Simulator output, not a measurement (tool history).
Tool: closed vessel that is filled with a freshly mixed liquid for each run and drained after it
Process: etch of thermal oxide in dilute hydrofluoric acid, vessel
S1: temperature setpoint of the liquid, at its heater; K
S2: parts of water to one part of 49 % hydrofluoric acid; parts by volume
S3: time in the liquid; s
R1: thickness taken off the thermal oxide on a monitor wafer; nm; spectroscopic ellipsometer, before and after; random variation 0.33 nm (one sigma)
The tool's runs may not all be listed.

Run 1, day 0: S1 294.15 K, S2 145 parts by volume, S3 1575 s. Result: R1 40.118 nm.
Run 2, day 0.254: S1 295.15 K, S2 140 parts by volume, S3 1575 s. Result: R1 42.964 nm.
Run 3, day 0.467: S1 296.15 K, S2 135 parts by volume, S3 1575 s. Result: R1 47.024 nm.
Run 4, day 0.667: S1 296.15 K, S2 165 parts by volume, S3 1575 s. Result: R1 37.421 nm.
Run 5, day 0.954: S1 297.15 K, S2 160 parts by volume, S3 1575 s. Result: R1 39.869 nm.
Run 6, day 1.025: S1 300.65 K, S2 160 parts by volume, S3 1575 s. Result: R1 45.767 nm.
Run 7, day 1.288: S1 300.65 K, S2 155 parts by volume, S3 1575 s. Result: R1 47.211 nm.
Run 8, day 1.442: S1 300.65 K, S2 150 parts by volume, S3 1575 s. Result: R1 49.397 nm.
Run 9, day 1.538: S1 300.65 K, S2 145 parts by volume, S3 1575 s. Result: R1 51.431 nm.

Run 10 comes next. What will it give?
Run 10, day 1.896: S1 302.15 K, S2 125 parts by volume, S3 1575 s. Result: R1 ?.

Run 10 gave R1 64.975 nm.

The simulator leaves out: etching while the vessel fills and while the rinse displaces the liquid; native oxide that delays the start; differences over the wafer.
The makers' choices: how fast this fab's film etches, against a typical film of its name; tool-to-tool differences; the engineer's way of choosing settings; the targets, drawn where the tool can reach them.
